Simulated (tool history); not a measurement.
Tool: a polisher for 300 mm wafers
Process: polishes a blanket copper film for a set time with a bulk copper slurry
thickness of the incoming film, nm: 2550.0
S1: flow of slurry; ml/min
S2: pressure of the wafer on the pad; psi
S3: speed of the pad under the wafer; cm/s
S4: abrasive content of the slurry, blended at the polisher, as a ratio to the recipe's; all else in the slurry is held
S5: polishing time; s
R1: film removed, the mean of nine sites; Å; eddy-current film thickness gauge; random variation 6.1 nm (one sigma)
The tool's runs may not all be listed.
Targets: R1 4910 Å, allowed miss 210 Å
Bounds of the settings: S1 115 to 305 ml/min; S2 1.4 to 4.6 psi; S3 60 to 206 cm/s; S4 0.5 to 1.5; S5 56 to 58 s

run 1 hour=0 | S1=195 S2=3 S3=132 S4=1 S5=56 | R1=8018.2
run 2 hour=6.7 | S1=195 S2=2.8 S3=132 S4=1 S5=56 | R1=7530
run 3 hour=8.2 | S1=195 S2=2.8 S3=132 S4=1 S5=56 | R1=7561.1
run 4 hour=10.1 | S1=195 S2=2.8 S3=132 S4=1 S5=56 | R1=7581.7
run 5 hour=13.3 | S1=170 S2=2.8 S3=132 S4=1 S5=56 | R1=7536.4
run 6 hour=17 | S1=170 S2=2.7 S3=132 S4=1 S5=56 | R1=7466.3
run 7 hour=22.1 | S1=170 S2=2.6 S3=130 S4=1 S5=56 | R1=7042.2
run 8 hour=27.2 | S1=170 S2=2.6 S3=130 S4=1 S5=56 | R1=6911.6
run 9 hour=34.8 | S1=170 S2=2.5 S3=130 S4=1 S5=56 | R1=6833.4
run 10 hour=40.9 | S1=170 S2=2.4 S3=130 S4=1 S5=56 | R1=6415.6
run 11 hour=49.6 | S1=170 S2=2.3 S3=130 S4=1 S5=56 | R1=6507.9
run 12 hour=53.4 | S1=170 S2=2.2 S3=128 S4=1 S5=56 | R1=6037.9
run 13 hour=61.9 | S1=170 S2=2.1 S3=128 S4=1 S5=56 | R1=5911.2
run 14 hour=70.2 | S1=170 S2=2 S3=128 S4=1 S5=56 | R1=5649.4
run 15 hour=73.4 | S1=170 S2=1.8 S3=128 S4=1 S5=56 | R1=5214.1

Which of these 5 next moves meets every target?
run A hour=76.6 | S1=190 S2=1.8 S3=114 S4=1.2 S5=56 | R1=?
run B hour=76.6 | S1=240 S2=1.9 S3=132 S4=0.9 S5=56 | R1=?
run C hour=76.6 | S1=175 S2=1.7 S3=150 S4=0.7 S5=58 | R1=?
run D hour=76.6 | S1=115 S2=1.8 S3=156 S4=0.95 S5=57 | R1=?
run E hour=76.6 | S1=145 S2=1.6 S3=158 S4=0.7 S5=58 | R1=?

move=A R1=5051
move=B R1=5872.8
move=C R1=5808.5
move=D R1=5892.5
move=E R1=5640.6
A: meets every target
B: further off than the last run
C: further off than the last run
D: further off than the last run
E: further off than the last run
The right move is A.
